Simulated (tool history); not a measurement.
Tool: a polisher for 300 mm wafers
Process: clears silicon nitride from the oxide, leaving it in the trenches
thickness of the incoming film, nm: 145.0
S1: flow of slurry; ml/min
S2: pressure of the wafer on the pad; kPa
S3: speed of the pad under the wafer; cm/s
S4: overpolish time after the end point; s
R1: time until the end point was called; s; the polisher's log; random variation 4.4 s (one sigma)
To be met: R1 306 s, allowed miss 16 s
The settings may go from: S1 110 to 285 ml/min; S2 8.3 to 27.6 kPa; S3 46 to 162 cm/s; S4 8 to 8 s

run  hour   S1    S2   S3  S4      R1
  1     0  180  17.9  104   8  190.53
  2   4.2  180  15.2  102   8  230.44
  3   8.5  180  19.3  102   8  181.41
  4  10.1  145  19.3  102   8  182.29
  5  14.1  145  16.5  100   8  224.38
  6  18.2  190  16.5  100   8  214.95
  7  18.8  190  14.5  100   8  245.76
  8  20.9  190  10.3   98   8  329.98

5 next moves are on the table. One of them brings every result within its allowed miss. Which?
  A    23  220  11.7  108   8   ?
  B    23  190  10.3  100   8   ?
  C    23  235  13.8   94   8   ?
  D    23  110    11   98   8   ?
  E    23  210  10.3  108   8   ?

move      R1
   A  265.68
   B  327.23
   C   258.5
   D  333.62
   E  300.66
A: takes the result that was furthest off past its target
B: nearer than the last run, and not there yet
C: takes the result that was furthest off past its target
D: further off than the last run
E: meets every target
Answer: E

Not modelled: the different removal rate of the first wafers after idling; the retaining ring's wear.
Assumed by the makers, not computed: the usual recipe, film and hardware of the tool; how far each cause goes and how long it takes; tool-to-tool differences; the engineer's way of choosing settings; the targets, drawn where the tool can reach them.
